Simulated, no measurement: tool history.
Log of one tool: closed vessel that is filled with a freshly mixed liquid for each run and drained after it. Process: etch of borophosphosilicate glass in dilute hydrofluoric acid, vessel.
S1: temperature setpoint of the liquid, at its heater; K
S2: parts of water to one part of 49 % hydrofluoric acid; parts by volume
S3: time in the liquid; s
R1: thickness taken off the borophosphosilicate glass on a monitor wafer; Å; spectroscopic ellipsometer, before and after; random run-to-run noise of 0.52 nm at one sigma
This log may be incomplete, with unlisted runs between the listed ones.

run,day,S1,S2,S3,R1
1,0.000,299.15,220,110,226.64
2,0.312,301.15,175,110,319.97
3,0.700,301.15,235,110,220.09
4,1.046,302.65,185,110,315.55
5,1.362,302.65,130,110,485.66
6,1.550,303.65,115,110,577.48
# day 1.638: hydrofluoric acid flow meter replaced
7,1.638,304.65,105,110,742.80
8,1.929,305.15,105,110,759.62

Run 9, settings as shown, results not yet in. Your forecast:
9,2.208,305.65,105,110,?

{"run 9": {"R1": 779.04}}
